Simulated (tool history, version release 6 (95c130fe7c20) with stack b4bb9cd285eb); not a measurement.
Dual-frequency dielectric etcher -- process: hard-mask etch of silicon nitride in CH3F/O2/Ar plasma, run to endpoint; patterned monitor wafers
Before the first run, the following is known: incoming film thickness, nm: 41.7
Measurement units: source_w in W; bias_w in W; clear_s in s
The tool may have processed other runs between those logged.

run	day	source_w	bias_w	clear_s
1	0	290	68	62.71
2	0.288	300	69	61.187
3	0.504	260	69	65.18
4	0.612	240	69	68.158
5	0.754	260	70	64.537
6	0.875	260	75	62.928
7	1.154	270	75	61.56

What does the tool deliver on the next run?
8	1.4	280	75	?

{"run 8": {"clear_s": 60.857}}

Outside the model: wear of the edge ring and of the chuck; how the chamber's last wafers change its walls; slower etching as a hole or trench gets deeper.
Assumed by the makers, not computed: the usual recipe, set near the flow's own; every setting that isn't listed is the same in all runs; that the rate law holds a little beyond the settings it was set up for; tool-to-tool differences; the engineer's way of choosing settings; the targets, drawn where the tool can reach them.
